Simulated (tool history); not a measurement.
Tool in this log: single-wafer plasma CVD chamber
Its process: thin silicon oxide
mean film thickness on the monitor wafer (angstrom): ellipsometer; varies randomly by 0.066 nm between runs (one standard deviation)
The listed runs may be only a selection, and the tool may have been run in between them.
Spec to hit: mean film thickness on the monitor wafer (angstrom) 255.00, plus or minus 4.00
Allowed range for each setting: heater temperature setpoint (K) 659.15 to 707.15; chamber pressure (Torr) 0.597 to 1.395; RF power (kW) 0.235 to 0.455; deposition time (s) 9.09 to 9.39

run	hour	heater temperature setpoint (K)	chamber pressure (Torr)	RF power (kW)	deposition time (s)	mean film thickness on the monitor wafer (angstrom)
1	0.0	683.15	0.996	0.345	9.09	214.24
2	4.6	683.15	0.886	0.345	9.09	200.58
3	8.4	683.15	0.722	0.345	9.09	179.99
4	14.3	683.15	0.722	0.345	9.39	186.28
5	20.7	683.15	0.880	0.350	9.39	208.56
6	27.4	683.15	0.880	0.350	9.09	202.76
7	28.7	683.15	0.994	0.350	9.09	217.13
8	30.9	683.15	1.074	0.350	9.09	223.90
9	35.6	683.15	1.150	0.350	9.09	231.23
10	40.7	683.15	1.212	0.350	9.09	237.25
11	45.4	683.15	1.356	0.355	9.09	251.18

Which of these 4 next moves meets every target?
A	50.1	679.15	1.335	0.340	9.15	?
B	50.1	690.15	1.395	0.355	9.16	?
C	50.1	683.15	1.193	0.360	9.39	?
D	50.1	678.15	1.332	0.325	9.19	?

move	mean film thickness on the monitor wafer (angstrom)
A	246.16
B	254.24
C	247.69
D	240.87
A: its largest miss is bigger than the last run's
B: each result inside its tolerance
C: its largest miss is bigger than the last run's
D: its largest miss is bigger than the last run's
Move B is the one to make.
